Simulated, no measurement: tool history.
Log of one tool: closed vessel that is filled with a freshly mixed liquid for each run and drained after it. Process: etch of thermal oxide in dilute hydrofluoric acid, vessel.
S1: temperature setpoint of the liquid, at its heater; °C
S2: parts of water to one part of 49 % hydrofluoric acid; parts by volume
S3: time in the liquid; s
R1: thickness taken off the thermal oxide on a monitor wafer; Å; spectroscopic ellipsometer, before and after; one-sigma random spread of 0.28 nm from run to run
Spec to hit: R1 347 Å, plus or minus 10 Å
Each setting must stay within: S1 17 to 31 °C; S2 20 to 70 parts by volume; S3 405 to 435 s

run,hour,S1,S2,S3,R1
1,0,23,40,405,543.18
2,1.6,24.5,40,405,574.2
3,3.4,24.5,30,405,781.55
4,6.2,22.5,35,405,609.53
5,15.5,22.5,35,405,618.26
6,23.8,22.5,30,405,715.92
7,33.2,21,35,405,578.34
8,40.8,20,40,405,475.23
9,46.8,17,50,405,330.77

Which single option among these 4 for the next run brings every result within its allowed miss of target? Just one does.
A,52.8,18,50,430,?
B,52.8,17,45,415,?
C,52.8,18,55,420,?
D,52.8,19.5,55,425,?

move,R1
A,367.8
B,380.11
C,324.66
D,349.99
A: pushes the last run's worst result past its target
B: pushes the last run's worst result past its target
C: moves away from the targets compared with the last run
D: every result lands within tolerance
D meets every target.
